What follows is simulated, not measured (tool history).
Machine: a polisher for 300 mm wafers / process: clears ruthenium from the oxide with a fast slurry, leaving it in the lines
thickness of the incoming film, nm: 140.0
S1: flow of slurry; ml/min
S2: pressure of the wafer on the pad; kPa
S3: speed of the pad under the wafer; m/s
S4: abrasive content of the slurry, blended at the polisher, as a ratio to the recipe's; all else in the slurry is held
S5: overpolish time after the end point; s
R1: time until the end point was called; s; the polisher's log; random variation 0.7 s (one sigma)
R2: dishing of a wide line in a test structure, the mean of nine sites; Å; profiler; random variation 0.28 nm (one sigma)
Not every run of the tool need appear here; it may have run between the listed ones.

run  hour   S1    S2    S3    S4  S5      R1      R2
  1   0.0  190  19.3  0.92  1.00  13  37.677  399.08
  2   7.6  190  19.3  0.92  0.90  13  39.134  376.84
  3  10.5  190  19.3  0.92  0.90  16  39.126  460.07
  4  11.3  215  19.3  0.92  0.90  16  38.724  449.27
  5  18.9  175  19.3  0.92  0.90  16  39.283  438.85
  6  25.8  160  19.3  0.92  0.80  13  43.614  357.06
  7  28.4  190  17.2  0.90  0.95  11  43.493  296.44
  8  30.8  240  11.7  0.80  1.20   5  57.925  104.92
  9  36.5  250  12.4  0.80  1.25   5  54.868  114.21
 10  45.2  260  11.7  0.84  1.30   5  53.400  107.25
     52.5  -- slurry blender recalibrated
 11  52.5  265  12.4  0.86  1.35   5  46.475  126.98
 12  60.6  270  11.7  0.88  1.40   5  46.327  134.51

Estimate the outcome of run 13 from the log above:
 13  66.9  275  12.4  0.88  1.35   5   ?   ?

R1: 44.727 s
R2: 132.90 Å
